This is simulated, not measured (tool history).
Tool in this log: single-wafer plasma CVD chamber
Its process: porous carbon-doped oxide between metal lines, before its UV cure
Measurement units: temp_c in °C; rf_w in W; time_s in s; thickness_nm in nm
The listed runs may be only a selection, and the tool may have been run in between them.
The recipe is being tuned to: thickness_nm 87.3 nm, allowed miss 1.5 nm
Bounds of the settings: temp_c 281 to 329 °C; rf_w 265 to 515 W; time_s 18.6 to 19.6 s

{"run": 1, "day": 0.0, "temp_c": 305, "rf_w": 390, "time_s": 19.6, "thickness_nm": 80.847}
{"run": 2, "day": 0.271, "temp_c": 305, "rf_w": 390, "time_s": 18.6, "thickness_nm": 77.038}
{"run": 3, "day": 0.338, "temp_c": 301, "rf_w": 390, "time_s": 18.6, "thickness_nm": 78.286}
{"run": 4, "day": 0.588, "temp_c": 298, "rf_w": 395, "time_s": 18.6, "thickness_nm": 80.022}
{"run": 5, "day": 0.771, "temp_c": 296, "rf_w": 400, "time_s": 18.6, "thickness_nm": 81.825}
{"run": 6, "day": 0.821, "temp_c": 294, "rf_w": 400, "time_s": 18.6, "thickness_nm": 82.73}
{"run": 7, "day": 1.15, "temp_c": 294, "rf_w": 400, "time_s": 18.6, "thickness_nm": 82.602}
{"run": 8, "day": 1.275, "temp_c": 292, "rf_w": 400, "time_s": 18.6, "thickness_nm": 83.207}

Pick the move, out of 4, that brings all results within their allowed miss; only one does.
{"run": "A", "day": 1.4, "temp_c": 296, "rf_w": 430, "time_s": 18.9, "thickness_nm": "?"}
{"run": "B", "day": 1.4, "temp_c": 290, "rf_w": 390, "time_s": 18.7, "thickness_nm": "?"}
{"run": "C", "day": 1.4, "temp_c": 291, "rf_w": 360, "time_s": 19, "thickness_nm": "?"}
{"run": "D", "day": 1.4, "temp_c": 292, "rf_w": 365, "time_s": 18.8, "thickness_nm": "?"}

move=A thickness_nm=87.483
move=B thickness_nm=83.793
move=C thickness_nm=80.28
move=D thickness_nm=79.779
A: every result lands within tolerance
B: moves toward the targets from the last run without getting all of them in spec
C: its largest miss is bigger than the last run's
D: its largest miss is bigger than the last run's
Correct choice: A, which meets every target
